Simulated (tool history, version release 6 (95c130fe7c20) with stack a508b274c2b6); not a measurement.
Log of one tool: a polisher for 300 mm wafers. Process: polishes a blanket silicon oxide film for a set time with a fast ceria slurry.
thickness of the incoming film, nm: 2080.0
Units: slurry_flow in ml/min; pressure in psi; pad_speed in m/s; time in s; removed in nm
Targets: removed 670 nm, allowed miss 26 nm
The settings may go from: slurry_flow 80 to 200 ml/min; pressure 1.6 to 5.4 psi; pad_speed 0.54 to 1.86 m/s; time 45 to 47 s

run	hour	slurry_flow	pressure	pad_speed	time	removed
1	0	130	3.5	1.18	45	954.09
2	1	125	3.2	1.18	45	873.04
3	8.9	110	3.2	1.18	45	857.37
4	13.8	135	3.2	1.18	45	891.23
5	16.6	130	3	1.18	45	834.48
6	21	130	3	1.38	45	955.63
7	23.5	130	2.7	1.38	45	851.65
8	31.7	130	2.5	1.38	45	798.17
9	39.5	130	2.4	1.38	45	778.19
10	47.4	130	2.3	1.38	45	735.59
11	55.1	130	2.3	1.38	45	745.14
12	57.3	130	2.2	1.38	45	708.27

5 next moves are on the table. One of them brings every result within its allowed miss. Which?
A	59.5	135	2.5	1.22	45	?
B	59.5	115	2.3	1.32	47	?
C	59.5	145	1.9	1.78	47	?
D	59.5	150	2.4	1.32	46	?
E	59.5	115	2.2	1.28	46	?

move	removed
A	739.27
B	732.03
C	823.66
D	790.5
E	669.87
A: further off than the last run
B: further off than the last run
C: further off than the last run
D: further off than the last run
E: meets every target
Move E is the one to make.

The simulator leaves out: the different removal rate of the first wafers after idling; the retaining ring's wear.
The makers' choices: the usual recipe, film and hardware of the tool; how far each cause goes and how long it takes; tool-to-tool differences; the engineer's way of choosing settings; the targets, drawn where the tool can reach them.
